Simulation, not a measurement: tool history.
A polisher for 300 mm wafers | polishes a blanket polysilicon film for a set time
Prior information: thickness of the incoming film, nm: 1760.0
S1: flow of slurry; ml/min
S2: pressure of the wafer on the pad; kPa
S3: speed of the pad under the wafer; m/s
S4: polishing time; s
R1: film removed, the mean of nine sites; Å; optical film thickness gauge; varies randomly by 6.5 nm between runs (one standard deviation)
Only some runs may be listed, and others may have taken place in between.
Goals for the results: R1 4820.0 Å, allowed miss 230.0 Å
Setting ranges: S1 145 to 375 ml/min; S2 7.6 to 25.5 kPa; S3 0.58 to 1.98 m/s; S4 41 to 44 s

run    day   S1    S2    S3  S4      R1
  1  0.000  240  16.5  1.28  41  3372.8
  2  0.025  240  17.9  1.28  41  3744.7
  3  0.317  240  17.9  1.28  41  3698.9
  4  0.342  240  20.7  1.28  41  4283.3
  5  0.588  240  20.7  1.04  41  3593.3
  6  0.908  240  20.7  0.82  41  2977.2
  7  1.012  240  21.4  0.86  41  3268.0
  8  1.321  240  21.4  0.86  41  3281.4
  9  1.546  240  25.5  1.06  41  4520.0
 10  1.829  240  25.5  1.08  41  4442.4

Of the 5 settings listed for the next run, only one would bring every result within its allowed miss of target. Which one?
  A  2.112  250  20.0  1.18  43   ?
  B  2.112  285  22.1  1.12  41   ?
  C  2.112  240  24.1  1.30  44   ?
  D  2.112  255  24.8  1.18  44   ?
  E  2.112  235  25.5  1.04  44   ?

move      R1
   A  4053.6
   B  4149.0
   C  5341.7
   D  5135.6
   E  4757.7
A: moves away from the targets compared with the last run
B: moves away from the targets compared with the last run
C: pushes the last run's worst result past its target
D: pushes the last run's worst result past its target
E: in spec on every target
The right move is E.

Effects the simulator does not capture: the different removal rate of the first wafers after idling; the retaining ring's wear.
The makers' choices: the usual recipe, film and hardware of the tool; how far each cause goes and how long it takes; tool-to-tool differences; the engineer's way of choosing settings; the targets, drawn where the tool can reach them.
